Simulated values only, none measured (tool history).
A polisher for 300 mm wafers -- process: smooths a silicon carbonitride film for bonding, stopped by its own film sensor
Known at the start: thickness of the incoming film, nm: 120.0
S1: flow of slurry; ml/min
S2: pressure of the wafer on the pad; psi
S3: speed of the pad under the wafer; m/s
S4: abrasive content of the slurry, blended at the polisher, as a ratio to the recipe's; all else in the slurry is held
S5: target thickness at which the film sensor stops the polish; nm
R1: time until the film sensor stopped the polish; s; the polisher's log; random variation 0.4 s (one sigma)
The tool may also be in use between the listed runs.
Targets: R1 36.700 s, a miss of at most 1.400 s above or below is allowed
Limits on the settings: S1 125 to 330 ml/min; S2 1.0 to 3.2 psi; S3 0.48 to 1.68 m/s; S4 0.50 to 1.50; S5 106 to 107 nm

{"run": 1, "day": 0.0, "S1": 210, "S2": 2.1, "S3": 1.08, "S4": 1.0, "S5": 106, "R1": 58.842}
{"run": 2, "day": 0.254, "S1": 245, "S2": 2.1, "S3": 1.08, "S4": 1.0, "S5": 106, "R1": 58.69}
{"run": 3, "day": 0.6, "S1": 245, "S2": 2.1, "S3": 1.26, "S4": 1.0, "S5": 106, "R1": 52.178}
{"run": 4, "day": 0.862, "S1": 245, "S2": 2.2, "S3": 1.26, "S4": 1.0, "S5": 106, "R1": 49.069}
{"run": 5, "day": 0.992, "S1": 245, "S2": 1.8, "S3": 1.26, "S4": 1.0, "S5": 106, "R1": 60.475}
{"run": 6, "day": 1.188, "S1": 295, "S2": 1.8, "S3": 1.26, "S4": 1.0, "S5": 106, "R1": 60.079}
{"run": 7, "day": 1.321, "S1": 295, "S2": 1.8, "S3": 1.26, "S4": 1.0, "S5": 106, "R1": 60.107}
{"run": 8, "day": 1.462, "S1": 295, "S2": 2.0, "S3": 1.26, "S4": 1.0, "S5": 106, "R1": 53.453}
{"run": 9, "day": 1.608, "S1": 295, "S2": 2.1, "S3": 1.26, "S4": 1.0, "S5": 106, "R1": 50.35}
{"run": 10, "day": 1.683, "S1": 295, "S2": 2.2, "S3": 1.26, "S4": 1.0, "S5": 106, "R1": 48.381}
{"run": 11, "day": 2.033, "S1": 295, "S2": 2.2, "S3": 1.26, "S4": 1.0, "S5": 106, "R1": 48.516}
{"run": 12, "day": 2.183, "S1": 295, "S2": 2.2, "S3": 1.26, "S4": 1.0, "S5": 106, "R1": 47.547}
{"run": 13, "day": 2.288, "S1": 295, "S2": 2.3, "S3": 1.26, "S4": 1.0, "S5": 106, "R1": 46.617}
{"run": 14, "day": 2.312, "S1": 295, "S2": 2.4, "S3": 1.26, "S4": 1.0, "S5": 106, "R1": 44.127}
{"run": 15, "day": 2.671, "S1": 295, "S2": 2.5, "S3": 1.26, "S4": 1.0, "S5": 106, "R1": 42.757}
{"run": 16, "day": 2.938, "S1": 295, "S2": 2.6, "S3": 1.26, "S4": 1.0, "S5": 106, "R1": 41.886}
{"run": 17, "day": 3.071, "S1": 295, "S2": 2.7, "S3": 1.26, "S4": 1.0, "S5": 106, "R1": 39.967}

Next run, 5 choices. One meets every target within its allowed miss, the rest don't. Which?
{"run": "A", "day": 3.204, "S1": 250, "S2": 2.4, "S3": 1.52, "S4": 0.95, "S5": 106, "R1": "?"}
{"run": "B", "day": 3.204, "S1": 300, "S2": 2.6, "S3": 1.36, "S4": 0.85, "S5": 106, "R1": "?"}
{"run": "C", "day": 3.204, "S1": 330, "S2": 2.9, "S3": 1.04, "S4": 0.85, "S5": 106, "R1": "?"}
{"run": "D", "day": 3.204, "S1": 285, "S2": 2.9, "S3": 1.38, "S4": 0.9, "S5": 106, "R1": "?"}
{"run": "E", "day": 3.204, "S1": 275, "S2": 2.6, "S3": 1.32, "S4": 0.95, "S5": 106, "R1": "?"}

move=A R1=40.066
move=B R1=42.740
move=C R1=46.386
move=D R1=36.649
move=E R1=40.772
A: roughly where the last run was
B: further off than the last run
C: further off than the last run
D: each result inside its tolerance
E: further off than the last run
Move D is the one to make.
